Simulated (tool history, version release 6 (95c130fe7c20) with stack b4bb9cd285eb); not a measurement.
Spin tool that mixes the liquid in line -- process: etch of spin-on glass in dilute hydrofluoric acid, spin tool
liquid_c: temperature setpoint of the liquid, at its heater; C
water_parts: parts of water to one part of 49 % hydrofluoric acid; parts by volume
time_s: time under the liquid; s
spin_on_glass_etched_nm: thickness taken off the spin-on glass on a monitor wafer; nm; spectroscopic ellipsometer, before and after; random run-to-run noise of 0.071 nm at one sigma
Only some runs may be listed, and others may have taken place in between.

| run | hour | liquid_c | water_parts | time_s | spin_on_glass_etched_nm |
|---|---|---|---|---|---|
| 1 | 0.0 | 25.0 | 140 | 15 | 3.8991 |
| 2 | 5.9 | 25.0 | 100 | 15 | 5.8091 |
| 3 | 13.3 | 28.0 | 100 | 15 | 6.5091 |
| 4 | 18.2 | 28.0 | 100 | 15 | 6.4527 |
| 5 | 26.6 | 26.0 | 100 | 15 | 5.9457 |
| 6 | 34.0 | 27.5 | 100 | 15 | 6.3472 |

Run 7 has not been measured yet. What should we expect?
| 7 | 42.2 | 29.0 | 100 | 15 | ? |

{"run 7": {"spin_on_glass_etched_nm": 6.7373}}
